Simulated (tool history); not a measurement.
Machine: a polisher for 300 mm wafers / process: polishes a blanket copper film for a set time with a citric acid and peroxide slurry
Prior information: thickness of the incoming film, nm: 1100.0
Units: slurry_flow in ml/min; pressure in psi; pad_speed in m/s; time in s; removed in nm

| run | hour | slurry_flow | pressure | pad_speed | slurry_solids | time | removed |
|---|---|---|---|---|---|---|---|
| 1 | 0 | 180 | 3.2 | 1.16 | 1 | 31 | 101.96 |
| 2 | 2.3 | 180 | 3.2 | 1.16 | 1 | 31 | 102.59 |
| 3 | 4.7 | 180 | 3.7 | 1.16 | 1 | 31 | 118.55 |
| 4 | 11.8 | 180 | 3 | 1.16 | 1 | 31 | 94.791 |
| 5 | 15.4 | 175 | 2.6 | 1.16 | 1 | 31 | 82.847 |
| 6 | 18.7 | 175 | 2.6 | 1.16 | 1 | 28 | 74.994 |
| 7 | 23.8 | 165 | 2.4 | 1.16 | 1 | 28 | 68.422 |

Run 8, settings as shown, results not yet in. Your forecast:
|  | 29.1 | head pressure recalibrated |
| 8 | 29.1 | 150 | 2.4 | 1.16 | 1 | 28 | ? |

Logged for run 8: removed 61.912 nm.
